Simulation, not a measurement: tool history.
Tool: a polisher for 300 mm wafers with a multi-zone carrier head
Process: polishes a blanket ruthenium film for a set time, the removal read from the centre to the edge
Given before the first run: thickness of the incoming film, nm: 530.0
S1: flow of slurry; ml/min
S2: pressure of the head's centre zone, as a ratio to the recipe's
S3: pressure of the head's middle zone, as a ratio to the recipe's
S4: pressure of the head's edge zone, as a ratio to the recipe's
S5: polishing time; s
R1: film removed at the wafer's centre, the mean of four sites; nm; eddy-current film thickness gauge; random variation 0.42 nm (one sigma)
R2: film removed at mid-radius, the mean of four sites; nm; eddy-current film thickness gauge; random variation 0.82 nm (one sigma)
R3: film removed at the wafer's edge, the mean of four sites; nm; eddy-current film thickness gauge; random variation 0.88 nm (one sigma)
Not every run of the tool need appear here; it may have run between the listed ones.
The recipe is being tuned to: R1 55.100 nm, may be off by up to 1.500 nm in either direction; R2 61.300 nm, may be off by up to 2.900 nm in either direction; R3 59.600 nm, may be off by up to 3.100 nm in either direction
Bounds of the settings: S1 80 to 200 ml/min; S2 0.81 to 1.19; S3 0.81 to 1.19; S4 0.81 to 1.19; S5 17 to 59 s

Run 1, hour 0.0: S1 130 ml/min, S2 1.00, S3 1.00, S4 1.00, S5 38 s. Result: R1 38.954 nm, R2 39.844 nm, R3 41.315 nm.
Run 2, hour 0.9: S1 135 ml/min, S2 1.01, S3 1.02, S4 1.03, S5 40 s. Result: R1 41.847 nm, R2 43.103 nm, R3 44.661 nm.
Run 3, hour 3.8: S1 155 ml/min, S2 1.01, S3 1.02, S4 1.03, S5 40 s. Result: R1 43.945 nm, R2 44.996 nm, R3 46.479 nm.
Run 4, hour 12.0: S1 155 ml/min, S2 0.96, S3 1.02, S4 1.03, S5 40 s. Result: R1 41.962 nm, R2 45.314 nm, R3 46.412 nm.
Run 5, hour 20.7: S1 160 ml/min, S2 0.97, S3 1.04, S4 1.05, S5 41 s. Result: R1 44.182 nm, R2 47.352 nm, R3 46.266 nm.
Run 6, hour 28.0: S1 160 ml/min, S2 0.96, S3 1.04, S4 1.05, S5 43 s. Result: R1 45.097 nm, R2 47.763 nm, R3 49.422 nm.
Run 7, hour 32.7: S1 165 ml/min, S2 0.96, S3 1.06, S4 1.05, S5 44 s. Result: R1 46.737 nm, R2 51.301 nm, R3 52.103 nm.
Run 8, hour 33.5: S1 195 ml/min, S2 1.05, S3 1.15, S4 1.12, S5 46 s. Result: R1 56.074 nm, R2 58.458 nm, R3 56.371 nm.
Run 9, hour 35.9: S1 195 ml/min, S2 1.04, S3 1.15, S4 1.13, S5 46 s. Result: R1 55.107 nm, R2 59.024 nm, R3 56.810 nm.

Exercise: of the 5 proposed moves below, exactly one satisfies all targets within the stated allowed misses. Which move is it?
Run A, hour 38.3: S1 200 ml/min, S2 1.07, S3 1.18, S4 1.08, S5 45 s. Result: R1 ?, R2 ?, R3 ?.
Run B, hour 38.3: S1 185 ml/min, S2 1.03, S3 1.07, S4 1.13, S5 47 s. Result: R1 ?, R2 ?, R3 ?.
Run C, hour 38.3: S1 185 ml/min, S2 1.02, S3 1.04, S4 1.14, S5 47 s. Result: R1 ?, R2 ?, R3 ?.
Run D, hour 38.3: S1 195 ml/min, S2 1.03, S3 1.06, S4 1.18, S5 46 s. Result: R1 ?, R2 ?, R3 ?.
Run E, hour 38.3: S1 175 ml/min, S2 1.01, S3 1.16, S4 1.17, S5 48 s. Result: R1 ?, R2 ?, R3 ?.

move      R1      R2      R3
   A  55.667  59.695  54.575
   B  54.884  57.654  57.714
   C  54.339  56.652  57.993
   D  54.404  56.730  58.229
   E  54.212  61.199  59.448
A: its largest miss is bigger than the last run's
B: the furthest-off result lands on target, but another misses its tolerance
C: the furthest-off result lands on target, but another misses its tolerance
D: the furthest-off result lands on target, but another misses its tolerance
E: all results in spec
Answer: E
